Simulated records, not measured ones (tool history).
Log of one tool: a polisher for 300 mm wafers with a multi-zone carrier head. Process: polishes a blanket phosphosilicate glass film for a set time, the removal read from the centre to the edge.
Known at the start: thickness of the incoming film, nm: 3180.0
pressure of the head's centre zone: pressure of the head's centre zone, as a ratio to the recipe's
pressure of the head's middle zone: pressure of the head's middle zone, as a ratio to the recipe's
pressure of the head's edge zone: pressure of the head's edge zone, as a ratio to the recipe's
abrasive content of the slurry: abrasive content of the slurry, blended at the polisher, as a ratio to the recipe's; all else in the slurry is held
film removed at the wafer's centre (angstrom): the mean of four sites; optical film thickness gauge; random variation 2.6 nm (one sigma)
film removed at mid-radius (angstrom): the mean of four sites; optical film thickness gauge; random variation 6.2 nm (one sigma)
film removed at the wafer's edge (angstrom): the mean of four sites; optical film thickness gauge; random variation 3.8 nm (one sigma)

run,hour,flow of slurry (ml/min),pressure of the head's centre zone,pressure of the head's middle zone,pressure of the head's edge zone,abrasive content of the slurry,polishing time (s),film removed at the wafer's centre (angstrom),film removed at mid-radius (angstrom),film removed at the wafer's edge (angstrom)
1,0,310,1,1,1,1,79,4550.7,4603,4653.6
2,2.2,310,1,0.92,1,1,79,4579.4,4241.9,4749.6
3,6.7,305,0.96,0.94,0.97,0.95,79,4241,4257.8,4497.7
4,8.2,295,0.93,0.94,0.96,0.95,79,4162,4209.7,4395.2
5,16.7,290,0.9,0.95,0.97,0.95,79,3979.4,4328.3,4489.2
6,20.3,285,0.88,0.95,0.95,0.95,79,3870.5,4290.3,4388.1
7,27.5,280,0.87,0.95,0.94,0.95,79,3863.3,4321,4409.5
8,36.4,280,0.86,0.95,0.93,0.95,79,3783.1,4264.1,4366.5
9,38.4,275,0.85,0.95,0.92,0.95,79,3755,4344.7,4346.2

The next listed run, before its measurement:
10,46.2,275,0.84,0.95,0.91,0.95,79,?,?,?

Run 10 gave film removed at the wafer's centre (angstrom) 3731, film removed at mid-radius (angstrom) 4298.8, film removed at the wafer's edge (angstrom) 4350.2.

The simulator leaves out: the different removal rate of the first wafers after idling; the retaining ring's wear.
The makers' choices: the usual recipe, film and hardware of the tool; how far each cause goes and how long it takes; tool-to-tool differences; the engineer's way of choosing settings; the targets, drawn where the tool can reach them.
